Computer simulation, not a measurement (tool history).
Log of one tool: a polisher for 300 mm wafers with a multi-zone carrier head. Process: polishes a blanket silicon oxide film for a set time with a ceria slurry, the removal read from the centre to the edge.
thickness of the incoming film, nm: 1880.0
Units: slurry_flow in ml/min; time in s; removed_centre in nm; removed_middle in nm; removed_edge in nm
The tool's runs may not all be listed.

Run 1, hour 0.0: slurry_flow 295 ml/min, centre_zone 1.00, middle_zone 1.00, edge_zone 1.00, time 38 s. Result: removed_centre 164.15 nm, removed_middle 162.98 nm, removed_edge 165.80 nm.
Run 2, hour 3.0: slurry_flow 305 ml/min, centre_zone 1.05, middle_zone 1.05, edge_zone 1.02, time 41 s. Result: removed_centre 181.34 nm, removed_middle 184.57 nm, removed_edge 180.72 nm.
Run 3, hour 11.2: slurry_flow 305 ml/min, centre_zone 1.05, middle_zone 1.05, edge_zone 0.95, time 41 s. Result: removed_centre 182.18 nm, removed_middle 184.09 nm, removed_edge 173.40 nm.
Run 4, hour 17.3: slurry_flow 305 ml/min, centre_zone 1.11, middle_zone 1.05, edge_zone 0.95, time 41 s. Result: removed_centre 194.02 nm, removed_middle 184.18 nm, removed_edge 173.08 nm.
Run 5, hour 18.0: slurry_flow 315 ml/min, centre_zone 1.13, middle_zone 1.07, edge_zone 0.96, time 44 s. Result: removed_centre 211.92 nm, removed_middle 200.26 nm, removed_edge 190.94 nm.
Run 6, hour 23.3: slurry_flow 285 ml/min, centre_zone 1.13, middle_zone 1.07, edge_zone 0.96, time 44 s. Result: removed_centre 207.11 nm, removed_middle 200.17 nm, removed_edge 188.11 nm.
At hour 31.7: slurry nozzle cleaned.
Run 7, hour 31.7: slurry_flow 315 ml/min, centre_zone 1.15, middle_zone 1.09, edge_zone 0.96, time 46 s. Result: removed_centre 233.67 nm, removed_middle 227.05 nm, removed_edge 203.56 nm.
Run 8, hour 38.5: slurry_flow 340 ml/min, centre_zone 1.16, middle_zone 1.09, edge_zone 0.99, time 46 s. Result: removed_centre 243.92 nm, removed_middle 221.78 nm, removed_edge 207.16 nm.
Run 9, hour 44.9: slurry_flow 355 ml/min, centre_zone 1.16, middle_zone 1.11, edge_zone 1.01, time 46 s. Result: removed_centre 240.80 nm, removed_middle 227.55 nm, removed_edge 209.68 nm.
Run 10, hour 50.3: slurry_flow 370 ml/min, centre_zone 1.17, middle_zone 1.13, edge_zone 1.03, time 47 s. Result: removed_centre 251.09 nm, removed_middle 237.93 nm, removed_edge 219.65 nm.

Forecast run 11:
Run 11, hour 51.3: slurry_flow 380 ml/min, centre_zone 1.18, middle_zone 1.14, edge_zone 1.03, time 47 s. Result: removed_centre ?, removed_middle ?, removed_edge ?.

Run 11 gave removed_centre 256.10 nm, removed_middle 240.27 nm, removed_edge 215.55 nm.

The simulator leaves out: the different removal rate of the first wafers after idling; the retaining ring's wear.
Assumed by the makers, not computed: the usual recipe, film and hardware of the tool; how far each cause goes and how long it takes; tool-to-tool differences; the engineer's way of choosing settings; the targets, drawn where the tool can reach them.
